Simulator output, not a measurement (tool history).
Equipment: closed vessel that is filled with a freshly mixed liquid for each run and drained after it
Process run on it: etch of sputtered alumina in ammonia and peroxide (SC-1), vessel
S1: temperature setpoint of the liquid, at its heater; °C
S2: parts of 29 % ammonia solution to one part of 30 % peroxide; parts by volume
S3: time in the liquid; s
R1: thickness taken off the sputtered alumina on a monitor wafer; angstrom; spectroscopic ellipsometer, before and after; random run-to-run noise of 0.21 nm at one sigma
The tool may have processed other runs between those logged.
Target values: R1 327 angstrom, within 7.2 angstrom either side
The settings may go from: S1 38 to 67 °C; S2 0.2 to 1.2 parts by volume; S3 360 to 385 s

{"run": 1, "hour": 0.0, "S1": 51, "S2": 0.7, "S3": 360, "R1": 246.59}
{"run": 2, "hour": 4.7, "S1": 51, "S2": 0.85, "S3": 360, "R1": 247.34}
{"run": 3, "hour": 5.8, "S1": 51, "S2": 0.85, "S3": 360, "R1": 248.77}
{"run": 4, "hour": 10.7, "S1": 52, "S2": 0.85, "S3": 360, "R1": 260.9}
{"run": 5, "hour": 12.2, "S1": 53, "S2": 0.85, "S3": 360, "R1": 275.96}
{"run": 6, "hour": 20.7, "S1": 53, "S2": 1, "S3": 360, "R1": 278.65}
{"run": 7, "hour": 29.2, "S1": 53, "S2": 1, "S3": 360, "R1": 278.17}
{"run": 8, "hour": 35.9, "S1": 53.5, "S2": 1, "S3": 360, "R1": 286.07}
{"run": 9, "hour": 38.8, "S1": 56.5, "S2": 1, "S3": 360, "R1": 340.15}

Which of these 4 next moves meets every target?
{"run": "A", "hour": 41.7, "S1": 57, "S2": 1, "S3": 360, "R1": "?"}
{"run": "B", "hour": 41.7, "S1": 57, "S2": 0.9, "S3": 385, "R1": "?"}
{"run": "C", "hour": 41.7, "S1": 56, "S2": 1, "S3": 385, "R1": "?"}
{"run": "D", "hour": 41.7, "S1": 56, "S2": 1, "S3": 360, "R1": "?"}

move=A R1=347.58
move=B R1=368.02
move=C R1=352.68
move=D R1=329.78
A: lands further from the targets than the last run did
B: lands further from the targets than the last run did
C: lands further from the targets than the last run did
D: hits every target within its allowed miss
D is the move that brings every result within its allowed miss.

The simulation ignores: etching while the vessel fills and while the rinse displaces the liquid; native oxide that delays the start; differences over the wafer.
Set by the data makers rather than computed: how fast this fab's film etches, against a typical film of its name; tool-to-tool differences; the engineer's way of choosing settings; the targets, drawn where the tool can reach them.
